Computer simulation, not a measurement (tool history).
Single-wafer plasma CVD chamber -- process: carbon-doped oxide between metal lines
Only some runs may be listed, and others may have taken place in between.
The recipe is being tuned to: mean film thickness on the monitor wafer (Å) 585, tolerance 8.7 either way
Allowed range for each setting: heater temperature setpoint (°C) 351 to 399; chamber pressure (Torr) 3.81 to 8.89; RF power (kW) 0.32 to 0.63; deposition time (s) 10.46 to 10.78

run	day	heater temperature setpoint (°C)	chamber pressure (Torr)	RF power (kW)	deposition time (s)	mean film thickness on the monitor wafer (Å)
1	0	375	6.35	0.475	10.46	487.7
2	0.188	375	5.84	0.475	10.46	481.2
3	0.233	375	5.84	0.405	10.46	424.3
4	0.433	380	5.84	0.405	10.46	422.71
5	0.633	380	5.84	0.365	10.46	388.33
# day 0.804: thermocouple changed; heater temperature recalibrated
6	0.804	380	4.81	0.365	10.46	373.01
7	0.938	368	6.08	0.44	10.61	477.08
8	1.288	356	7.35	0.49	10.63	546.84
9	1.433	356	7.46	0.495	10.63	547.81

4 next moves are on the table. One of them brings every result within its allowed miss. Which?
A	1.579	351	7.29	0.515	10.78	?
B	1.579	355	7.15	0.575	10.57	?
C	1.579	359	6.67	0.465	10.46	?
D	1.579	353	6.8	0.55	10.78	?

move	mean film thickness on the monitor wafer (Å)
A	580.18
B	602.52
C	508.58
D	598.02
A: meets every target
B: pushes the last run's worst result past its target
C: its largest miss is bigger than the last run's
D: pushes the last run's worst result past its target
A meets every target.

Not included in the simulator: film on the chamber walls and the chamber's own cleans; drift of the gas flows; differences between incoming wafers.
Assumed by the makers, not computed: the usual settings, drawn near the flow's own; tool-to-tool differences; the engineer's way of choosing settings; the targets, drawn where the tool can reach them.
